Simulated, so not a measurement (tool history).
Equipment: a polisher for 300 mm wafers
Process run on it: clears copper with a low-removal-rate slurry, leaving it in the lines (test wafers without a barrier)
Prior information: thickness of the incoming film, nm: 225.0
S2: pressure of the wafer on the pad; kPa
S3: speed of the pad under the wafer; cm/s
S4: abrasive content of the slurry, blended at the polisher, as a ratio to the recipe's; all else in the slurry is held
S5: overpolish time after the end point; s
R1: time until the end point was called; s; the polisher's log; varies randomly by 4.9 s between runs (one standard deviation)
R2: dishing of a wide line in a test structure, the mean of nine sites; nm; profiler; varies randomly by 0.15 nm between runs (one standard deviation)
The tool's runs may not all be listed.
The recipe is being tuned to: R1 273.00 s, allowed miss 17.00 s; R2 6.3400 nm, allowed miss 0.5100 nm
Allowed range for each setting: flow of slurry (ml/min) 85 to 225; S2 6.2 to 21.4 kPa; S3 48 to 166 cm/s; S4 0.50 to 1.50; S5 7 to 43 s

run 1 hour=0.0 | flow_of_slurry_(ml/min)=145 S2=13.8 S3=106 S4=1.00 S5=22 | R1=101.48 R2=34.3910
run 2 hour=2.3 | flow_of_slurry_(ml/min)=140 S2=12.4 S3=96 S4=1.00 S5=19 | R1=120.09 R2=25.7350
run 3 hour=4.5 | flow_of_slurry_(ml/min)=130 S2=11.0 S3=86 S4=1.00 S5=17 | R1=152.22 R2=17.7660
run 4 hour=10.1 | flow_of_slurry_(ml/min)=120 S2=11.0 S3=86 S4=1.00 S5=17 | R1=160.22 R2=18.6720
run 5 hour=16.5 | flow_of_slurry_(ml/min)=120 S2=13.1 S3=86 S4=1.00 S5=17 | R1=132.17 R2=20.5070
run 6 hour=24.6 | flow_of_slurry_(ml/min)=120 S2=12.4 S3=78 S4=1.00 S5=15 | R1=150.97 R2=15.8300
run 7 hour=26.0 | flow_of_slurry_(ml/min)=125 S2=8.3 S3=52 S4=1.00 S5=8 | R1=332.17 R2=4.1779
-- hour=31.6 head pressure recalibrated
run 8 hour=31.6 | flow_of_slurry_(ml/min)=125 S2=8.3 S3=52 S4=1.00 S5=9 | R1=334.64 R2=4.4573
run 9 hour=33.1 | flow_of_slurry_(ml/min)=125 S2=9.0 S3=52 S4=1.00 S5=9 | R1=327.00 R2=4.9433

5 candidate next runs follow, results not yet known. Just one meets every target within its allowed miss. Identify it.
run A hour=34.6 | flow_of_slurry_(ml/min)=110 S2=10.3 S3=56 S4=1.00 S5=10 | R1=? R2=?
run B hour=34.6 | flow_of_slurry_(ml/min)=110 S2=7.6 S3=56 S4=0.95 S5=15 | R1=? R2=?
run C hour=34.6 | flow_of_slurry_(ml/min)=100 S2=6.2 S3=68 S4=1.00 S5=16 | R1=? R2=?
run D hour=34.6 | flow_of_slurry_(ml/min)=85 S2=10.3 S3=48 S4=0.90 S5=11 | R1=? R2=?
run E hour=34.6 | flow_of_slurry_(ml/min)=130 S2=6.9 S3=56 S4=0.95 S5=17 | R1=? R2=?

move=A R1=270.32 R2=6.5521
move=B R1=367.66 R2=7.1756
move=C R1=375.03 R2=7.4675
move=D R1=346.88 R2=5.6386
move=E R1=386.24 R2=7.7083
A: in spec on every target
B: the biggest miss grows against the last run
C: the biggest miss grows against the last run
D: the biggest miss grows against the last run
E: the biggest miss grows against the last run
A is the move that brings every result within its allowed miss.
